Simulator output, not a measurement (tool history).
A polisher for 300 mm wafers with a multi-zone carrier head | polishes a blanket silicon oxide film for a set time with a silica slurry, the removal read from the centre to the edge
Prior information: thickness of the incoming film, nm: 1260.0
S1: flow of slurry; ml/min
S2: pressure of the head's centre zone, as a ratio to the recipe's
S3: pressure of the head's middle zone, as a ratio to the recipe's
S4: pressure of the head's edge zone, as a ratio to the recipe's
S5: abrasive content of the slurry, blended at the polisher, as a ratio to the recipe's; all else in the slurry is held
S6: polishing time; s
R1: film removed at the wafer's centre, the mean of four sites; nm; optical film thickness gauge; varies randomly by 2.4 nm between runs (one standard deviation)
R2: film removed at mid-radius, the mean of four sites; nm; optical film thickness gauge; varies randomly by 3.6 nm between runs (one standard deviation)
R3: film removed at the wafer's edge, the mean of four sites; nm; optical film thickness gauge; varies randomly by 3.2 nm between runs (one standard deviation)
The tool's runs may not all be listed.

run  hour   S1    S2    S3    S4    S5  S6      R1      R2      R3
  1     0  225     1     1     1     1  63  310.17  311.13  306.06
  2   1.8  225  0.99  0.99  0.99  0.95  63  300.37  296.53  300.93
  3   8.4  225  0.99  0.99  0.98   0.9  63   291.9  294.22  289.33
  4  14.9  225  0.99  0.99  0.98   0.7  63  266.18  264.95  265.09
  5  18.5  225  0.95  0.99  0.98   0.7  63  251.76  262.95  261.61
  6  21.8  275  0.95  0.99  0.98   0.7  63  256.62  265.28  268.08

What will run 7 give?
  7  30.1  275  0.95  0.98  0.97  0.7  63   ?   ?   ?

Run 7 came out at R1 260.46 nm, R2 262.71 nm, R3 267.78 nm.

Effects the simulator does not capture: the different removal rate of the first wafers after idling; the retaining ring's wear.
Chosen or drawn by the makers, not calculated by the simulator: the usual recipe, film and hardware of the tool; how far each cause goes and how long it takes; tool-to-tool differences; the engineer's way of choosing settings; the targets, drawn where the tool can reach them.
